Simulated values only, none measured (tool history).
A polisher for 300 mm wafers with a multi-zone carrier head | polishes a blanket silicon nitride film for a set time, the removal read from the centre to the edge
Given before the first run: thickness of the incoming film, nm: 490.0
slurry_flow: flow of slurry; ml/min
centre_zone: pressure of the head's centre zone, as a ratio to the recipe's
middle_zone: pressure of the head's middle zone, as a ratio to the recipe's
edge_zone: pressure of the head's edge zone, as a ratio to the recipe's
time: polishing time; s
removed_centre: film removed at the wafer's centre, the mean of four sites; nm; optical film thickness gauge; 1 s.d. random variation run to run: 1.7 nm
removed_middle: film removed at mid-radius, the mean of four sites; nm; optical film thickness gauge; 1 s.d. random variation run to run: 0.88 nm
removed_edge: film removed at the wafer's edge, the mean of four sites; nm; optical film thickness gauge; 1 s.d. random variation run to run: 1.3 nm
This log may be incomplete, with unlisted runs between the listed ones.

{"run": 1, "hour": 0.0, "slurry_flow": 185, "centre_zone": 1.0, "middle_zone": 1.0, "edge_zone": 1.0, "time": 87, "removed_centre": 152.29, "removed_middle": 150.6, "removed_edge": 151.92}
{"run": 2, "hour": 7.2, "slurry_flow": 185, "centre_zone": 1.0, "middle_zone": 1.05, "edge_zone": 1.0, "time": 87, "removed_centre": 148.41, "removed_middle": 155.95, "removed_edge": 150.9}
{"run": 3, "hour": 8.1, "slurry_flow": 185, "centre_zone": 1.0, "middle_zone": 1.11, "edge_zone": 1.0, "time": 87, "removed_centre": 151.44, "removed_middle": 162.03, "removed_edge": 153.5}
{"run": 4, "hour": 10.2, "slurry_flow": 185, "centre_zone": 0.93, "middle_zone": 1.11, "edge_zone": 1.0, "time": 87, "removed_centre": 138.95, "removed_middle": 162.93, "removed_edge": 148.43}
{"run": 5, "hour": 15.5, "slurry_flow": 185, "centre_zone": 0.98, "middle_zone": 1.11, "edge_zone": 1.0, "time": 87, "removed_centre": 147.84, "removed_middle": 164.56, "removed_edge": 151.45}
{"run": 6, "hour": 16.6, "slurry_flow": 180, "centre_zone": 0.98, "middle_zone": 1.08, "edge_zone": 0.99, "time": 87, "removed_centre": 145.03, "removed_middle": 161.43, "removed_edge": 149.1}
{"run": 7, "hour": 17.6, "slurry_flow": 180, "centre_zone": 0.98, "middle_zone": 1.08, "edge_zone": 0.99, "time": 87, "removed_centre": 142.78, "removed_middle": 159.89, "removed_edge": 151.14}
{"run": 8, "hour": 23.0, "slurry_flow": 180, "centre_zone": 0.98, "middle_zone": 1.05, "edge_zone": 0.99, "time": 86, "removed_centre": 147.61, "removed_middle": 152.45, "removed_edge": 148.38}

Run 9, settings as shown, results not yet in. Your forecast:
{"run": 9, "hour": 30.2, "slurry_flow": 130, "centre_zone": 0.88, "middle_zone": 0.95, "edge_zone": 1.0, "time": 80, "removed_centre": "?", "removed_middle": "?", "removed_edge": "?"}

{"run 9": {"removed_centre": 113.88, "removed_middle": 125.69, "removed_edge": 136.84}}
